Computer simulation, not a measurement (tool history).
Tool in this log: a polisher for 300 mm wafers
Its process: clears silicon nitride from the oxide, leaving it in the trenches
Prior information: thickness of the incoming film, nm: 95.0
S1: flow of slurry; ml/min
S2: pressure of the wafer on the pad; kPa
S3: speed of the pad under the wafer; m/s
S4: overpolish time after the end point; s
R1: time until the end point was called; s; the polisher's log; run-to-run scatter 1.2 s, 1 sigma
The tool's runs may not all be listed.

run    day   S1    S2    S3  S4      R1
  1      0  290    20  1.18  18  76.037
  2  0.279  290  17.9  1.18  18  83.802
  3  0.512  290  16.5  1.18  18  91.774
  4  0.771  290  14.5  1.18  18  103.87
  5  0.888  290  14.5  0.94  18  130.08
  6  0.975  290  14.5  0.94  19  128.17

What does the tool deliver on the next run?
  7  1.329  290  15.2  0.94  19   ?

R1: 123.31 s

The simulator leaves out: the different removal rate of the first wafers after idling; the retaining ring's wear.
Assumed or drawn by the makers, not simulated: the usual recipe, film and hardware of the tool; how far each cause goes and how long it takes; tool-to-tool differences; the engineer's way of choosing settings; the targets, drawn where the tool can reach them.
